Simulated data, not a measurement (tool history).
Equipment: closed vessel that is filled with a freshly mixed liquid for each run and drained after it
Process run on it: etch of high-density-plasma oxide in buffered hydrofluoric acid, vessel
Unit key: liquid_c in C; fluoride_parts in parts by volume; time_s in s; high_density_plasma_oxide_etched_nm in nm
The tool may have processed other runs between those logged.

| run | hour | liquid_c | fluoride_parts | time_s | high_density_plasma_oxide_etched_nm |
|---|---|---|---|---|---|
| 1 | 0 | 21 | 11.5 | 35 | 32.794 |
| 2 | 4.2 | 19.5 | 11.5 | 35 | 30.023 |
| 3 | 12.4 | 21 | 10.5 | 35 | 36.353 |
| 4 | 18.5 | 22.5 | 10 | 35 | 41.569 |
| 5 | 27.4 | 22.5 | 10 | 30 | 35.636 |
| 6 | 35.4 | 23.5 | 9 | 30 | 40.771 |
| 7 | 36.5 | 24.5 | 8.5 | 30 | 45.451 |

Estimate the outcome of run 8 from the log above:
| 8 | 38.7 | 28.5 | 5 | 35 | ? |

{"run 8": {"high_density_plasma_oxide_etched_nm": 108.28}}
